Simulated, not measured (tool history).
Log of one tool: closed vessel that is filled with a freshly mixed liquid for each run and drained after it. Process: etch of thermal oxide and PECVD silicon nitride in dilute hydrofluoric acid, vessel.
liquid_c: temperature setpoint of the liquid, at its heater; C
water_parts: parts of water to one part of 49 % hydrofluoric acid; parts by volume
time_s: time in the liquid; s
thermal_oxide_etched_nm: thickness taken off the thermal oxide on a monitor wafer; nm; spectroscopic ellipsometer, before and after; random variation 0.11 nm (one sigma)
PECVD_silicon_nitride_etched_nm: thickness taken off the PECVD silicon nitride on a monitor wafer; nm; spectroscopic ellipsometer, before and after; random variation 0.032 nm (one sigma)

run	hour	liquid_c	water_parts	time_s	thermal_oxide_etched_nm	PECVD_silicon_nitride_etched_nm
1	0.0	21.0	295	1800	24.7660	8.4501
2	6.5	20.0	320	1730	21.0140	7.0230
3	13.8	20.0	370	1730	17.3900	6.1252
4	18.1	19.5	380	1675	15.6780	5.5478
5	27.7	19.5	380	930	8.9631	3.0989
6	36.7	19.5	365	905	8.9175	3.1412
7	38.9	19.5	365	905	9.0287	3.1766
8	47.5	19.5	345	885	9.6155	3.2768

Run 9 comes next. What will it give?
9	56.4	19.5	335	870	?	?

{"run 9": {"thermal_oxide_etched_nm": 9.6539, "PECVD_silicon_nitride_etched_nm": 3.3166}}
